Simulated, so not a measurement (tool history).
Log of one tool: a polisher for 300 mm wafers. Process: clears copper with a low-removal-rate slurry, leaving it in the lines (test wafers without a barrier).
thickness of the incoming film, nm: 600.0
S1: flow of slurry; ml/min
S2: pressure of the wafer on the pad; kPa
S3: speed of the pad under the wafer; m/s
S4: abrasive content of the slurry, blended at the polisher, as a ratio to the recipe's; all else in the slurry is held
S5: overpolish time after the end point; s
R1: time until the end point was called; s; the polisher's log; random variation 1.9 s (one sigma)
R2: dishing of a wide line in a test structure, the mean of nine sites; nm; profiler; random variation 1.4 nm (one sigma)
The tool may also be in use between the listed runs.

run,hour,S1,S2,S3,S4,S5,R1,R2
1,0,205,25.5,1.14,1,19,148.56,52.745
2,4.8,205,26.2,1.14,1,19,154.98,56.013
3,6.6,205,21.4,1.14,1,19,181.82,44.915
4,12.7,205,22.8,1.14,1,18,169.81,46.7
5,14,205,23.4,1.14,1,17,165.18,46.232
6,15.1,205,24.1,1.14,1,16,163.98,43.356
7,17.6,205,24.8,1.14,1,16,159.54,45.416
8,25.5,205,25.5,1.14,1,16,151.89,47.272
9,33.7,205,26.2,1.14,1,16,152.67,48.16
10,35.7,205,26.9,1.14,1,16,146.41,47.65

Run 11 comes next. What will it give?
11,41.7,205,27.6,1.14,1,16,?,?

{"run 11": {"R1": 139.97, "R2": 49.953}}
